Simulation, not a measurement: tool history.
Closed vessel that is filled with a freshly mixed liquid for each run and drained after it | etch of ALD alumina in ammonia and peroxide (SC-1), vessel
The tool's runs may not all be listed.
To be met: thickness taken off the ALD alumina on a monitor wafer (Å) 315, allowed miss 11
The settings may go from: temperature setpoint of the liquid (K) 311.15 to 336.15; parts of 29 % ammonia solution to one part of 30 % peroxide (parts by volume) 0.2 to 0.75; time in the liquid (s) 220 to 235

run,hour,temperature setpoint of the liquid (K),parts of 29 % ammonia solution to one part of 30 % peroxide (parts by volume),time in the liquid (s),thickness taken off the ALD alumina on a monitor wafer (Å)
1,0,320.15,0.45,220,172.7
2,6.2,320.15,0.55,220,172.45
3,7.3,325.15,0.55,220,231.87
4,9.8,325.15,0.6,220,233.86
5,15.7,325.15,0.6,220,233.52
6,20.7,325.15,0.65,220,234.17
7,29.1,325.65,0.65,220,239.92
8,30.6,326.15,0.65,220,248.34
9,33.8,326.65,0.65,220,257.87
10,34.5,327.15,0.65,220,265.82
11,40.2,327.65,0.65,220,264
12,41.4,328.15,0.65,220,272.86
13,45.3,328.15,0.65,220,273.56
14,53.7,328.65,0.65,220,284.46
15,58,329.65,0.65,220,296.9

4 next moves are on the table. One of them brings every result within its allowed miss. Which?
A,62.3,329.65,0.5,235,?
B,62.3,334.15,0.3,220,?
C,62.3,328.65,0.65,220,?
D,62.3,328.65,0.45,220,?

move,thickness taken off the ALD alumina on a monitor wafer (Å)
A,311.42
B,350.68
C,283.53
D,273.8
A: meets every target
B: takes the result that was furthest off past its target
C: further off than the last run
D: further off than the last run
The right move is A.
